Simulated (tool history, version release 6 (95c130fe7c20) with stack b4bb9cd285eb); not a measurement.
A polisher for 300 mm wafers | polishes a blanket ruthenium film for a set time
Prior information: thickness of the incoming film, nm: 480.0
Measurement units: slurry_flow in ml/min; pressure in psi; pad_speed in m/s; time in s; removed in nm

run 1 hour=0.0 | slurry_flow=170 pressure=2.6 pad_speed=0.94 time=59 | removed=65.770
run 2 hour=7.4 | slurry_flow=175 pressure=2.8 pad_speed=0.96 time=59 | removed=73.167
run 3 hour=11.7 | slurry_flow=180 pressure=3.0 pad_speed=0.98 time=59 | removed=80.942
run 4 hour=19.3 | slurry_flow=180 pressure=3.0 pad_speed=0.90 time=59 | removed=73.677
run 5 hour=23.1 | slurry_flow=180 pressure=3.0 pad_speed=1.10 time=59 | removed=89.199
run 6 hour=26.9 | slurry_flow=180 pressure=3.2 pad_speed=1.10 time=59 | removed=93.983
run 7 hour=28.1 | slurry_flow=185 pressure=3.3 pad_speed=1.12 time=59 | removed=99.991
run 8 hour=29.3 | slurry_flow=190 pressure=3.4 pad_speed=1.12 time=59 | removed=102.850

The next listed run, before its measurement:
run 9 hour=37.3 | slurry_flow=190 pressure=3.5 pad_speed=1.14 time=59 | removed=?

{"run 9": {"removed": 107.9}}
